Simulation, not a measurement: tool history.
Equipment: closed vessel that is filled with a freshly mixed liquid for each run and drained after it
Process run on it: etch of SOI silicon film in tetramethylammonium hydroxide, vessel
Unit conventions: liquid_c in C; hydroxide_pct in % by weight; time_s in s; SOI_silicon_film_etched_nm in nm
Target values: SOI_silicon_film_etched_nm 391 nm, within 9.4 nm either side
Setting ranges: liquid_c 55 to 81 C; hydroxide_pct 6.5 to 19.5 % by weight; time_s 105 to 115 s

run	hour	liquid_c	hydroxide_pct	time_s	SOI_silicon_film_etched_nm
1	0	68	13	105	677.41
2	5	65	13	105	568.08
3	12.4	65	13	105	561.04
4	14.2	63	13	105	506.99
5	20.1	63	13	105	503.33
6	29.3	61.5	13	105	457.04
7	34.8	58.5	13	105	376.8
# hour 37.9: hydroxide flow meter replaced
8	37.9	59	13	105	378.29

4 next moves are on the table. One of them brings every result within its allowed miss. Which?
A	41	56.5	9	115	?
B	41	58	13	115	?
C	41	57	8.5	110	?
D	41	60	13.5	110	?

move	SOI_silicon_film_etched_nm
A	408.85
B	390.66
C	411.95
D	416.52
A: carries the result that was furthest off beyond its target, to the other side
B: meets every target
C: carries the result that was furthest off beyond its target, to the other side
D: carries the result that was furthest off beyond its target, to the other side
The right move is B.
